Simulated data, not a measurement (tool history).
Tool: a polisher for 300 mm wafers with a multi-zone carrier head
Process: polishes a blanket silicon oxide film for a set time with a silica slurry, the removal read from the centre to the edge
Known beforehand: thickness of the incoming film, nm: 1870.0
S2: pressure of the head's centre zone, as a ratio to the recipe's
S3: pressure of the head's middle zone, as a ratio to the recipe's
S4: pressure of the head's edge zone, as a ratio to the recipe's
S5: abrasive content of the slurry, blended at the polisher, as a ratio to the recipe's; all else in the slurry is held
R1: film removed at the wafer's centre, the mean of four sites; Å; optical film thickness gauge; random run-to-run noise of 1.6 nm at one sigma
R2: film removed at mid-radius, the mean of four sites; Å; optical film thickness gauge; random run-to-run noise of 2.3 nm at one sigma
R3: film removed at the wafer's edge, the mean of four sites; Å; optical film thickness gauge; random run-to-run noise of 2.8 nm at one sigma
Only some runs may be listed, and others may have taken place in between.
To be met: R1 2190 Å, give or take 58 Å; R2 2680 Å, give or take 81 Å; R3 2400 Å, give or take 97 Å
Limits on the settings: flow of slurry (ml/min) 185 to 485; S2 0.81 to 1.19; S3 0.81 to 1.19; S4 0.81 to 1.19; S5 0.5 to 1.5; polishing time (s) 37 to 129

Run 1, hour 0: flow of slurry (ml/min) 310, S2 1, S3 1, S4 1, S5 1, polishing time (s) 83. Result: R1 3456.9 Å, R2 3365.2 Å, R3 3284.3 Å.
Run 2, hour 4.5: flow of slurry (ml/min) 245, S2 1, S3 1, S4 1, S5 1, polishing time (s) 83. Result: R1 3314.5 Å, R2 3264.6 Å, R3 3235.8 Å.
Run 3, hour 7.6: flow of slurry (ml/min) 280, S2 1, S3 1, S4 1, S5 1, polishing time (s) 83. Result: R1 3464.9 Å, R2 3247.1 Å, R3 3284.1 Å.
Run 4, hour 14: flow of slurry (ml/min) 270, S2 0.97, S3 1.01, S4 0.98, S5 0.95, polishing time (s) 83. Result: R1 3247.3 Å, R2 3287.5 Å, R3 3172.1 Å.
Run 5, hour 16.4: flow of slurry (ml/min) 270, S2 0.97, S3 0.96, S4 0.98, S5 0.95, polishing time (s) 83. Result: R1 3262.9 Å, R2 3081.3 Å, R3 3236.5 Å.
Run 6, hour 19.6: flow of slurry (ml/min) 265, S2 0.95, S3 0.97, S4 0.97, S5 0.9, polishing time (s) 82. Result: R1 3102.9 Å, R2 3054.5 Å, R3 3087 Å.
Run 7, hour 27.6: flow of slurry (ml/min) 260, S2 0.93, S3 0.98, S4 0.96, S5 0.85, polishing time (s) 81. Result: R1 2952.2 Å, R2 2940.2 Å, R3 2998.3 Å.
Run 8, hour 31.3: flow of slurry (ml/min) 255, S2 0.91, S3 1, S4 0.95, S5 0.8, polishing time (s) 80. Result: R1 2736.4 Å, R2 2977.2 Å, R3 2915.3 Å.
Run 9, hour 38.8: flow of slurry (ml/min) 255, S2 0.91, S3 1, S4 0.95, S5 0.8, polishing time (s) 80. Result: R1 2767.6 Å, R2 2931 Å, R3 2859.5 Å.
Run 10, hour 44.7: flow of slurry (ml/min) 250, S2 0.9, S3 1.01, S4 0.94, S5 0.75, polishing time (s) 80. Result: R1 2677.8 Å, R2 2934 Å, R3 2776.5 Å.
Run 11, hour 46.3: flow of slurry (ml/min) 245, S2 0.89, S3 1.01, S4 0.93, S5 0.7, polishing time (s) 80. Result: R1 2607.3 Å, R2 2852.9 Å, R3 2723.4 Å.
Run 12, hour 54.6: flow of slurry (ml/min) 240, S2 0.88, S3 1.02, S4 0.92, S5 0.65, polishing time (s) 80. Result: R1 2514.5 Å, R2 2801.4 Å, R3 2715.8 Å.
Run 13, hour 61.8: flow of slurry (ml/min) 245, S2 0.87, S3 1.03, S4 0.91, S5 0.65, polishing time (s) 79. Result: R1 2451.2 Å, R2 2801.1 Å, R3 2586.9 Å.
Run 14, hour 62.7: flow of slurry (ml/min) 245, S2 0.86, S3 1.03, S4 0.9, S5 0.65, polishing time (s) 79. Result: R1 2410.9 Å, R2 2811.1 Å, R3 2541.7 Å.
Run 15, hour 65.9: flow of slurry (ml/min) 245, S2 0.85, S3 1.03, S4 0.9, S5 0.65, polishing time (s) 79. Result: R1 2394.4 Å, R2 2795 Å, R3 2589.5 Å.
Run 16, hour 74.7: flow of slurry (ml/min) 245, S2 0.84, S3 1.03, S4 0.89, S5 0.65, polishing time (s) 79. Result: R1 2356.7 Å, R2 2800.8 Å, R3 2621.7 Å.
Run 17, hour 78.3: flow of slurry (ml/min) 245, S2 0.84, S3 1.03, S4 0.88, S5 0.65, polishing time (s) 79. Result: R1 2384.1 Å, R2 2809.2 Å, R3 2555.8 Å.
Run 18, hour 79: flow of slurry (ml/min) 240, S2 0.82, S3 1.03, S4 0.87, S5 0.6, polishing time (s) 79. Result: R1 2249 Å, R2 2758.4 Å, R3 2526.6 Å.
Run 19, hour 83.4: flow of slurry (ml/min) 240, S2 0.82, S3 1.03, S4 0.86, S5 0.6, polishing time (s) 79. Result: R1 2278.2 Å, R2 2769.8 Å, R3 2486 Å.

Pick the move, out of 4, that brings all results within their allowed miss; only one does.
Run A, hour 87.8: flow of slurry (ml/min) 235, S2 0.83, S3 1.08, S4 0.82, S5 0.65, polishing time (s) 79. Result: R1 ?, R2 ?, R3 ?.
Run B, hour 87.8: flow of slurry (ml/min) 240, S2 0.9, S3 1, S4 0.84, S5 0.65, polishing time (s) 76. Result: R1 ?, R2 ?, R3 ?.
Run C, hour 87.8: flow of slurry (ml/min) 315, S2 0.9, S3 1.19, S4 0.81, S5 0.75, polishing time (s) 69. Result: R1 ?, R2 ?, R3 ?.
Run D, hour 87.8: flow of slurry (ml/min) 240, S2 0.85, S3 1.09, S4 0.9, S5 0.6, polishing time (s) 74. Result: R1 ?, R2 ?, R3 ?.

move      R1      R2      R3
   A  2322.1  2893.8  2502.3
   B    2427  2612.3  2439.5
   C  2367.4  2945.4  2312.9
   D  2181.1  2673.6  2390.5
A: the biggest miss grows against the last run
B: the biggest miss grows against the last run
C: the biggest miss grows against the last run
D: in spec on every target
Move D is the one to make.
